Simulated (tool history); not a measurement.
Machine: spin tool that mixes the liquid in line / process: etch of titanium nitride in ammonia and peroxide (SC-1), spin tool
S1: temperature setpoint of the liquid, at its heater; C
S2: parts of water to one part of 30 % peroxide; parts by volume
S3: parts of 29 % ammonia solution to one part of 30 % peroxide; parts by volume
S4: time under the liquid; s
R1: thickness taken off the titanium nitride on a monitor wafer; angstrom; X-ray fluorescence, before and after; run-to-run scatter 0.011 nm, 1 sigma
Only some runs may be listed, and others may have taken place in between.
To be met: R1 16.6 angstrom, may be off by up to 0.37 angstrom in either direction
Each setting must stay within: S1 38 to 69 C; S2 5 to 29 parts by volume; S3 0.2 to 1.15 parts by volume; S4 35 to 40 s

run	hour	S1	S2	S3	S4	R1
1	0	53	16	0.65	40	25.141
2	7	53	13	0.65	40	27.934
3	16	50.5	13	0.65	40	23.767
4	24.8	50.5	13	0.5	40	22.869
5	32.8	50.5	13	0.35	40	21.295
6	39	49.5	13	0.35	40	19.855
7	42	48.5	13	0.35	40	18.327
8	46.3	48	13	0.35	40	17.807
9	46.9	47.5	13	0.35	40	17.219

Of the 5 settings listed for the next run, only one would bring every result within its allowed miss of target. Which one?
A	47.5	47	13	0.45	40	?
B	47.5	47	7.5	0.2	35	?
C	47.5	50.5	13	0.2	40	?
D	47.5	44.5	10.5	0.4	40	?
E	47.5	46.5	10	0.2	40	?

move	R1
A	17.341
B	17.493
C	19.004
D	15.942
E	16.586
A: moves away from the targets compared with the last run
B: moves away from the targets compared with the last run
C: moves away from the targets compared with the last run
D: takes the biggest miss from the last run beyond its target
E: every result lands within tolerance
So the answer is move E, the one that meets all the targets.
